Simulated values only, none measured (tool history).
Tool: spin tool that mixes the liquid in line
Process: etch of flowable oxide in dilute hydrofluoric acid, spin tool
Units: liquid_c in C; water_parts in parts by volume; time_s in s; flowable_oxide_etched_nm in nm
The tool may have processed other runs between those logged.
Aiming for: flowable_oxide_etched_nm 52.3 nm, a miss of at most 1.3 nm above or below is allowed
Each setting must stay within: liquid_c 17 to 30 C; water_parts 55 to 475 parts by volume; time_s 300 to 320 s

{"run": 1, "hour": 0.0, "liquid_c": 22, "water_parts": 265, "time_s": 300, "flowable_oxide_etched_nm": 23.756}
{"run": 2, "hour": 1.9, "liquid_c": 22, "water_parts": 265, "time_s": 300, "flowable_oxide_etched_nm": 23.224}
{"run": 3, "hour": 7.0, "liquid_c": 24.5, "water_parts": 265, "time_s": 300, "flowable_oxide_etched_nm": 25.517}
{"run": 4, "hour": 15.6, "liquid_c": 24.5, "water_parts": 265, "time_s": 300, "flowable_oxide_etched_nm": 25.396}
{"run": 5, "hour": 23.2, "liquid_c": 24.5, "water_parts": 265, "time_s": 320, "flowable_oxide_etched_nm": 27.529}
{"run": 6, "hour": 27.8, "liquid_c": 25, "water_parts": 250, "time_s": 320, "flowable_oxide_etched_nm": 30.061}
{"run": 7, "hour": 34.5, "liquid_c": 25.5, "water_parts": 235, "time_s": 320, "flowable_oxide_etched_nm": 32.981}
{"run": 8, "hour": 39.9, "liquid_c": 26, "water_parts": 225, "time_s": 320, "flowable_oxide_etched_nm": 35.602}
{"run": 9, "hour": 41.5, "liquid_c": 26.5, "water_parts": 215, "time_s": 320, "flowable_oxide_etched_nm": 38.535}
{"run": 10, "hour": 49.3, "liquid_c": 27, "water_parts": 210, "time_s": 320, "flowable_oxide_etched_nm": 40.486}

Which one of the following 4 next-run settings gets every result inside its allowed miss? There is exactly one.
{"run": "A", "hour": 57.1, "liquid_c": 27, "water_parts": 160, "time_s": 320, "flowable_oxide_etched_nm": "?"}
{"run": "B", "hour": 57.1, "liquid_c": 26.5, "water_parts": 165, "time_s": 300, "flowable_oxide_etched_nm": "?"}
{"run": "C", "hour": 57.1, "liquid_c": 27.5, "water_parts": 180, "time_s": 320, "flowable_oxide_etched_nm": "?"}
{"run": "D", "hour": 57.1, "liquid_c": 25.5, "water_parts": 160, "time_s": 320, "flowable_oxide_etched_nm": "?"}

move=A flowable_oxide_etched_nm=55.974
move=B flowable_oxide_etched_nm=49.659
move=C flowable_oxide_etched_nm=49.468
move=D flowable_oxide_etched_nm=52.945
A: takes the result that was furthest off past its target
B: better than the last run, though not everything is in spec
C: better than the last run, though not everything is in spec
D: all results land within tolerance of their targets
Answer: D
